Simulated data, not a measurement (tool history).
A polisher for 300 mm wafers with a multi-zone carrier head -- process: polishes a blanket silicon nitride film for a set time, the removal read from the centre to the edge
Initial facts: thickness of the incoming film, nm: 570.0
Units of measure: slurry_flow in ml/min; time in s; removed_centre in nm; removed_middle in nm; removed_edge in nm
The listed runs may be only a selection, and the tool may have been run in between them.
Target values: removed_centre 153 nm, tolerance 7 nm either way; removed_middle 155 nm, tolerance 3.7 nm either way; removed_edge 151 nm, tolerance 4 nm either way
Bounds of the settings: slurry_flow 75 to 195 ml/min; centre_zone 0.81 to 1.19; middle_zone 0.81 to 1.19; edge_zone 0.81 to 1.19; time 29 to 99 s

run 1 hour=0 | slurry_flow=125 centre_zone=1 middle_zone=1 edge_zone=1 time=64 | removed_centre=124.75 removed_middle=119.05 removed_edge=120.78
run 2 hour=5.3 | slurry_flow=125 centre_zone=1 middle_zone=1 edge_zone=1.04 time=64 | removed_centre=121.2 removed_middle=118.51 removed_edge=122.04
run 3 hour=13.8 | slurry_flow=125 centre_zone=1 middle_zone=1 edge_zone=1.04 time=52 | removed_centre=99.569 removed_middle=96.392 removed_edge=101.11
run 4 hour=19.2 | slurry_flow=125 centre_zone=1 middle_zone=1 edge_zone=1.04 time=58 | removed_centre=111.32 removed_middle=108.86 removed_edge=111.41
run 5 hour=26.9 | slurry_flow=140 centre_zone=1.01 middle_zone=1.02 edge_zone=1.08 time=62 | removed_centre=123.62 removed_middle=119.54 removed_edge=121.81
run 6 hour=31.1 | slurry_flow=140 centre_zone=1.01 middle_zone=1.09 edge_zone=1.08 time=62 | removed_centre=125.78 removed_middle=128.62 removed_edge=122.65
run 7 hour=39.7 | slurry_flow=150 centre_zone=1.01 middle_zone=1.09 edge_zone=1.11 time=65 | removed_centre=131.79 removed_middle=134.67 removed_edge=130.82
run 8 hour=47.7 | slurry_flow=155 centre_zone=1.02 middle_zone=1.1 edge_zone=1.13 time=67 | removed_centre=139.47 removed_middle=140.06 removed_edge=137.1
-- hour=55 worn pad replaced by a new one
run 9 hour=55 | slurry_flow=165 centre_zone=1.02 middle_zone=1.11 edge_zone=1.15 time=68 | removed_centre=159.21 removed_middle=162.71 removed_edge=156.15

4 candidate next runs follow, results not yet known. Just one meets every target within its allowed miss. Identify it.
run A hour=62.3 | slurry_flow=160 centre_zone=0.91 middle_zone=1.1 edge_zone=1.18 time=65 | removed_centre=? removed_middle=? removed_edge=?
run B hour=62.3 | slurry_flow=155 centre_zone=1.05 middle_zone=1.11 edge_zone=1.18 time=65 | removed_centre=? removed_middle=? removed_edge=?
run C hour=62.3 | slurry_flow=160 centre_zone=0.87 middle_zone=1.1 edge_zone=1.17 time=69 | removed_centre=? removed_middle=? removed_edge=?
run D hour=62.3 | slurry_flow=130 centre_zone=0.97 middle_zone=1.19 edge_zone=1.15 time=63 | removed_centre=? removed_middle=? removed_edge=?

move=A removed_centre=136.3 removed_middle=153.95 removed_edge=151.44
move=B removed_centre=153.71 removed_middle=154.15 removed_edge=150.78
move=C removed_centre=139.1 removed_middle=163.45 removed_edge=160.19
move=D removed_centre=133.42 removed_middle=153.16 removed_edge=140.82
A: brings the result that was furthest off to its target, and leaves another outside
B: every result lands within tolerance
C: lands further from the targets than the last run did
D: brings the result that was furthest off to its target, and leaves another outside
Go with B: it meets all targets.
